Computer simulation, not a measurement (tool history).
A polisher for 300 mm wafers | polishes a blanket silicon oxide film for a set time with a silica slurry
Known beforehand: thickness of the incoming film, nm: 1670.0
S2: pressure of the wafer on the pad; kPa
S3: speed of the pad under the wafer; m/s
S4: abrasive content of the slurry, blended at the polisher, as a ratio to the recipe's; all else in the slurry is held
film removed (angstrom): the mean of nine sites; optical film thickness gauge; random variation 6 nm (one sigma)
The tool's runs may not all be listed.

{"run": 1, "hour": 0.0, "flow of slurry (ml/min)": 140, "S2": 35.2, "S3": 1.08, "S4": 1, "polishing time (s)": 98, "film removed (angstrom)": 3341.1}
{"run": 2, "hour": 2.0, "flow of slurry (ml/min)": 140, "S2": 37.9, "S3": 1.08, "S4": 1, "polishing time (s)": 98, "film removed (angstrom)": 3548.9}
{"run": 3, "hour": 8.7, "flow of slurry (ml/min)": 140, "S2": 40, "S3": 1.08, "S4": 1, "polishing time (s)": 98, "film removed (angstrom)": 3755.7}
{"run": 4, "hour": 15.5, "flow of slurry (ml/min)": 140, "S2": 41.4, "S3": 1.08, "S4": 1, "polishing time (s)": 98, "film removed (angstrom)": 3892}
{"run": 5, "hour": 22.0, "flow of slurry (ml/min)": 140, "S2": 42.7, "S3": 1.08, "S4": 1, "polishing time (s)": 98, "film removed (angstrom)": 3932.8}
{"run": 6, "hour": 26.7, "flow of slurry (ml/min)": 140, "S2": 42.7, "S3": 1.08, "S4": 1, "polishing time (s)": 98, "film removed (angstrom)": 3976.6}
{"run": 7, "hour": 28.8, "flow of slurry (ml/min)": 140, "S2": 44.1, "S3": 1.08, "S4": 1, "polishing time (s)": 98, "film removed (angstrom)": 4154}

The next listed run, before its measurement:
{"run": 8, "hour": 30.7, "flow of slurry (ml/min)": 140, "S2": 44.8, "S3": 1.08, "S4": 1, "polishing time (s)": 98, "film removed (angstrom)": "?"}

{"run 8": {"film removed (angstrom)": 4153.2}}
